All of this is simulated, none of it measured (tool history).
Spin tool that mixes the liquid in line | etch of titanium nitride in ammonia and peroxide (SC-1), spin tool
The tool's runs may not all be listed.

run,hour,temperature setpoint of the liquid (C),parts of water to one part of 30 % peroxide (parts by volume),parts of 29 % ammonia solution to one part of 30 % peroxide (parts by volume),time under the liquid (s),thickness taken off the titanium nitride on a monitor wafer (angstrom)
1,0,54,9.5,0.55,85,48.96
2,6.5,54,9.5,0.45,85,47.963
3,7.5,59.5,9.5,0.45,85,68.689
4,8.7,58.5,9.5,0.45,85,65.065
5,17.8,57.5,9.5,0.45,85,59.605
6,19.9,56.5,9.5,0.45,85,55.778

Forecast run 7:
# hour 21.2: new drum of ammonia solution connected
7,21.2,56,9.5,0.45,85,?

thickness taken off the titanium nitride on a monitor wafer (angstrom): 55.072
